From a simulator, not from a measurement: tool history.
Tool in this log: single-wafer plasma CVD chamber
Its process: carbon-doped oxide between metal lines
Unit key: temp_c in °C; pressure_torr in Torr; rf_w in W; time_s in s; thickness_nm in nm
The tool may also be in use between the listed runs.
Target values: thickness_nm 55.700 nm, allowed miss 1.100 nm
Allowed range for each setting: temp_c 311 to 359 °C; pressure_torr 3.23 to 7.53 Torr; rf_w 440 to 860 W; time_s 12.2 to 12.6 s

run,day,temp_c,pressure_torr,rf_w,time_s,thickness_nm
1,0.000,335,5.38,650,12.2,73.421
2,0.025,335,6.16,650,12.2,74.292
3,0.154,341,5.91,595,12.2,66.255
4,0.517,345,5.81,580,12.2,64.292
5,0.850,345,5.81,580,12.6,66.507
6,1.000,348,5.73,555,12.6,62.377
7,1.371,350,5.57,545,12.6,60.743
8,1.529,350,5.57,545,12.6,60.826
9,1.738,352,5.42,540,12.6,59.575
10,2.038,357,4.65,505,12.6,52.980

4 next moves are on the table. One of them brings every result within its allowed miss. Which?
A,2.338,351,5.23,525,12.2,?
B,2.338,359,3.95,530,12.2,?
C,2.338,353,4.89,500,12.6,?
D,2.338,359,3.23,530,12.2,?

move,thickness_nm
A,55.908
B,52.647
C,53.394
D,51.405
A: all results land within tolerance of their targets
B: its largest miss is bigger than the last run's
C: gains on the last run, yet a result remains outside its allowed miss
D: its largest miss is bigger than the last run's
So the answer is move A, the one that meets all the targets.

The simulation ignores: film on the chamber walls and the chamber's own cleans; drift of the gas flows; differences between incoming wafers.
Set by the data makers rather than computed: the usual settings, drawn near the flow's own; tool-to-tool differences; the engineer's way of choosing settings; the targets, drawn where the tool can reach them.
